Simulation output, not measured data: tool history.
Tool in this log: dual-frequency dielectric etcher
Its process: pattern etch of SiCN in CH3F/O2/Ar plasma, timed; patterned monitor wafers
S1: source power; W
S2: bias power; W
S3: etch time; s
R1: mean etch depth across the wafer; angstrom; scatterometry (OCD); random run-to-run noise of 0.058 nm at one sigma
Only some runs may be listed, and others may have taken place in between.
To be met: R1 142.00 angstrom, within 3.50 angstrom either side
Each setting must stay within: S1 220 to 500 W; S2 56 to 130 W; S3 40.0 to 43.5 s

run 1 hour=0.0 | S1=360 S2=93 S3=43.5 | R1=183.80
run 2 hour=7.0 | S1=360 S2=93 S3=40.0 | R1=170.31
run 3 hour=12.4 | S1=330 S2=90 S3=40.0 | R1=160.16
run 4 hour=17.4 | S1=330 S2=96 S3=40.0 | R1=163.61
run 5 hour=19.8 | S1=330 S2=83 S3=40.0 | R1=154.76
run 6 hour=23.6 | S1=330 S2=83 S3=43.5 | R1=168.09
run 7 hour=28.2 | S1=310 S2=82 S3=43.5 | R1=162.57
run 8 hour=30.4 | S1=290 S2=81 S3=43.5 | R1=157.78
run 9 hour=31.7 | S1=280 S2=80 S3=43.5 | R1=152.72
run 10 hour=39.9 | S1=270 S2=80 S3=43.5 | R1=150.45
run 11 hour=47.4 | S1=260 S2=80 S3=43.5 | R1=147.84
run 12 hour=52.5 | S1=230 S2=78 S3=43.5 | R1=137.72

Pick the move, out of 4, that brings all results within their allowed miss; only one does.
run A hour=57.6 | S1=220 S2=78 S3=41.5 | R1=?
run B hour=57.6 | S1=240 S2=78 S3=41.0 | R1=?
run C hour=57.6 | S1=230 S2=77 S3=42.0 | R1=?
run D hour=57.6 | S1=230 S2=92 S3=42.0 | R1=?

move=A R1=128.53
move=B R1=132.86
move=C R1=132.43
move=D R1=142.66
A: lands further from the targets than the last run did
B: lands further from the targets than the last run did
C: lands further from the targets than the last run did
D: in spec on every target
Move D is the one to make.
